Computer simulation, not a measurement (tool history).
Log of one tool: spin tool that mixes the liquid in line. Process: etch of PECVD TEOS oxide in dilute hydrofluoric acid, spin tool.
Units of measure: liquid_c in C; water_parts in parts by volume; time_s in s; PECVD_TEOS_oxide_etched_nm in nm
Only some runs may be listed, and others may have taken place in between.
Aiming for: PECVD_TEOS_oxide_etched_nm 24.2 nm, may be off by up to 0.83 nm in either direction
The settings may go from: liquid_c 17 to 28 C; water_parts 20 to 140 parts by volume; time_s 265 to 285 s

Run 1, hour 0: liquid_c 20 C, water_parts 75 parts by volume, time_s 265 s. Result: PECVD_TEOS_oxide_etched_nm 38.428 nm.
Run 2, hour 8.4: liquid_c 23.5 C, water_parts 75 parts by volume, time_s 265 s. Result: PECVD_TEOS_oxide_etched_nm 43.489 nm.
Run 3, hour 12.4: liquid_c 23 C, water_parts 80 parts by volume, time_s 265 s. Result: PECVD_TEOS_oxide_etched_nm 39.806 nm.
Run 4, hour 13.7: liquid_c 22.5 C, water_parts 80 parts by volume, time_s 265 s. Result: PECVD_TEOS_oxide_etched_nm 39.194 nm.
Run 5, hour 18.2: liquid_c 22 C, water_parts 80 parts by volume, time_s 265 s. Result: PECVD_TEOS_oxide_etched_nm 38.868 nm.
Run 6, hour 20.4: liquid_c 21.5 C, water_parts 85 parts by volume, time_s 265 s. Result: PECVD_TEOS_oxide_etched_nm 35.452 nm.
Run 7, hour 28.5: liquid_c 21.5 C, water_parts 85 parts by volume, time_s 265 s. Result: PECVD_TEOS_oxide_etched_nm 35.685 nm.
Run 8, hour 30.1: liquid_c 21 C, water_parts 85 parts by volume, time_s 265 s. Result: PECVD_TEOS_oxide_etched_nm 34.856 nm.
Run 9, hour 34.8: liquid_c 20.5 C, water_parts 85 parts by volume, time_s 265 s. Result: PECVD_TEOS_oxide_etched_nm 33.45 nm.
Run 10, hour 37.1: liquid_c 20 C, water_parts 85 parts by volume, time_s 265 s. Result: PECVD_TEOS_oxide_etched_nm 33.535 nm.
Run 11, hour 41.4: liquid_c 19.5 C, water_parts 85 parts by volume, time_s 265 s. Result: PECVD_TEOS_oxide_etched_nm 32.613 nm.
Run 12, hour 50.4: liquid_c 19 C, water_parts 85 parts by volume, time_s 265 s. Result: PECVD_TEOS_oxide_etched_nm 32.093 nm.
Run 13, hour 59.5: liquid_c 18 C, water_parts 95 parts by volume, time_s 265 s. Result: PECVD_TEOS_oxide_etched_nm 27.007 nm.
Run 14, hour 65.4: liquid_c 17.5 C, water_parts 100 parts by volume, time_s 265 s. Result: PECVD_TEOS_oxide_etched_nm 25.185 nm.

Exactly one of the 5 candidate moves below puts every result within its allowed miss. Which one?
Run A, hour 71.3: liquid_c 17 C, water_parts 95 parts by volume, time_s 270 s. Result: PECVD_TEOS_oxide_etched_nm ?.
Run B, hour 71.3: liquid_c 18.5 C, water_parts 115 parts by volume, time_s 285 s. Result: PECVD_TEOS_oxide_etched_nm ?.
Run C, hour 71.3: liquid_c 17 C, water_parts 110 parts by volume, time_s 275 s. Result: PECVD_TEOS_oxide_etched_nm ?.
Run D, hour 71.3: liquid_c 19.5 C, water_parts 100 parts by volume, time_s 265 s. Result: PECVD_TEOS_oxide_etched_nm ?.
Run E, hour 71.3: liquid_c 21.5 C, water_parts 115 parts by volume, time_s 275 s. Result: PECVD_TEOS_oxide_etched_nm ?.

move  PECVD_TEOS_oxide_etched_nm
   A                      26.549
   B                      24.135
   C                      22.993
   D                      27.332
   E                      26.311
A: lands further from the targets than the last run did
B: in spec on every target
C: pushes the last run's worst result past its target
D: lands further from the targets than the last run did
E: lands further from the targets than the last run did
Move B is the one to make.

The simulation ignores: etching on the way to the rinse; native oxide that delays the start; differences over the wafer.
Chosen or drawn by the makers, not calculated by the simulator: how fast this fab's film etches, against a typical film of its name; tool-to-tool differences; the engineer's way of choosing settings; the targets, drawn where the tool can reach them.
